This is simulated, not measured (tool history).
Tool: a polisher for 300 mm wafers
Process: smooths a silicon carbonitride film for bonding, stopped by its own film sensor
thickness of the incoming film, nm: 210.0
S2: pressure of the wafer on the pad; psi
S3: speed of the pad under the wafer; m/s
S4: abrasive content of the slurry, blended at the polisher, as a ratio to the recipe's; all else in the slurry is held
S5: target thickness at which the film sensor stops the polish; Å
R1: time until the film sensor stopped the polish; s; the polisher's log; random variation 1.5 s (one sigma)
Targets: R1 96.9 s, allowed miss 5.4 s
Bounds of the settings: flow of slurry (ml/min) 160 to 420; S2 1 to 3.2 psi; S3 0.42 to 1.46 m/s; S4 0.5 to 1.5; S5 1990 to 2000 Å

Run 1, hour 0: flow of slurry (ml/min) 270, S2 2.1 psi, S3 0.94 m/s, S4 1, S5 1990 Å. Result: R1 52.524 s.
Run 2, hour 3.8: flow of slurry (ml/min) 270, S2 1.8 psi, S3 0.9 m/s, S4 1, S5 1990 Å. Result: R1 60.05 s.
Run 3, hour 12.7: flow of slurry (ml/min) 320, S2 1.8 psi, S3 0.9 m/s, S4 1, S5 1990 Å. Result: R1 58.372 s.
Run 4, hour 18.8: flow of slurry (ml/min) 320, S2 2.2 psi, S3 0.9 m/s, S4 1, S5 1990 Å. Result: R1 50.548 s.
Run 5, hour 27: flow of slurry (ml/min) 320, S2 1.9 psi, S3 0.82 m/s, S4 1, S5 1990 Å. Result: R1 61.687 s.
Run 6, hour 28.3: flow of slurry (ml/min) 360, S2 1.9 psi, S3 0.82 m/s, S4 1, S5 1990 Å. Result: R1 60.965 s.
Run 7, hour 31.2: flow of slurry (ml/min) 360, S2 1.3 psi, S3 0.74 m/s, S4 1, S5 1990 Å. Result: R1 83.036 s.
Run 8, hour 39.5: flow of slurry (ml/min) 360, S2 1.2 psi, S3 0.72 m/s, S4 1, S5 1990 Å. Result: R1 87.549 s.

5 next moves are on the table. One of them brings every result within its allowed miss. Which?
Run A, hour 47.8: flow of slurry (ml/min) 345, S2 1.2 psi, S3 0.56 m/s, S4 1, S5 1990 Å. Result: R1 ?.
Run B, hour 47.8: flow of slurry (ml/min) 300, S2 1 psi, S3 0.62 m/s, S4 1.05, S5 1990 Å. Result: R1 ?.
Run C, hour 47.8: flow of slurry (ml/min) 380, S2 1.5 psi, S3 0.5 m/s, S4 0.85, S5 1990 Å. Result: R1 ?.
Run D, hour 47.8: flow of slurry (ml/min) 335, S2 1 psi, S3 0.7 m/s, S4 1.15, S5 1990 Å. Result: R1 ?.
Run E, hour 47.8: flow of slurry (ml/min) 395, S2 1 psi, S3 0.64 m/s, S4 1, S5 1990 Å. Result: R1 ?.

move      R1
   A  106.94
   B  107.84
   C  110.13
   D  92.983
   E  104.64
A: takes the result that was furthest off past its target
B: takes the result that was furthest off past its target
C: takes the result that was furthest off past its target
D: meets every target
E: takes the result that was furthest off past its target
Answer: D

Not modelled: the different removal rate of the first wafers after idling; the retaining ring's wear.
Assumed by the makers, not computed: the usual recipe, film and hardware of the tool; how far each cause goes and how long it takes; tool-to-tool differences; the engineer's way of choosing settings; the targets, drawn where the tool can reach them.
